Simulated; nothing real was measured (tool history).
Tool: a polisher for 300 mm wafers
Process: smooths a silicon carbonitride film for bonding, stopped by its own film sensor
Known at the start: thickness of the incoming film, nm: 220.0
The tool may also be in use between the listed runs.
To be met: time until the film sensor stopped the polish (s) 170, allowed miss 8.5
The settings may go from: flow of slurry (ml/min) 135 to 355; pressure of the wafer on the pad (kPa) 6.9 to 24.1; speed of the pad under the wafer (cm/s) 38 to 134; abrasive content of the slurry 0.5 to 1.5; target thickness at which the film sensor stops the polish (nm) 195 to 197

| run | hour | flow of slurry (ml/min) | pressure of the wafer on the pad (kPa) | speed of the pad under the wafer (cm/s) | abrasive content of the slurry | target thickness at which the film sensor stops the polish (nm) | time until the film sensor stopped the polish (s) |
|---|---|---|---|---|---|---|---|
| 1 | 0 | 225 | 15.2 | 86 | 1 | 195 | 107.1 |
| 2 | 5.2 | 225 | 15.2 | 86 | 1 | 195 | 106.34 |
| 3 | 10.1 | 225 | 13.8 | 86 | 1 | 195 | 114.66 |
| 4 | 16.9 | 225 | 17.2 | 86 | 1 | 195 | 95.993 |
| 5 | 24.6 | 225 | 15.2 | 84 | 1 | 195 | 110.48 |
| 6 | 27.6 | 280 | 15.2 | 84 | 1 | 195 | 104.31 |
| 7 | 31.6 | 275 | 13.8 | 82 | 1 | 195 | 115.12 |
| 8 | 35.5 | 275 | 12.4 | 82 | 1 | 195 | 122.52 |
| 9 | 38.2 | 270 | 11 | 82 | 1 | 195 | 135.75 |
| 10 | 42.3 | 270 | 11 | 82 | 1 | 195 | 134.89 |
| 11 | 47.2 | 265 | 10.3 | 82 | 1 | 195 | 139.29 |

4 next moves are on the table. One of them brings every result within its allowed miss. Which?
| A | 52.1 | 295 | 11.7 | 84 | 0.85 | 195 | ? |
| B | 52.1 | 325 | 8.3 | 72 | 0.9 | 196 | ? |
| C | 52.1 | 265 | 7.6 | 80 | 0.8 | 195 | ? |
| D | 52.1 | 290 | 11 | 64 | 1.1 | 196 | ? |

| move | time until the film sensor stopped the polish (s) |
|---|---|
| A | 134.18 |
| B | 172.24 |
| C | 184.53 |
| D | 150.45 |
A: further off than the last run
B: meets every target
C: takes the result that was furthest off past its target
D: nearer than the last run, and not there yet
Move B is the one to make.
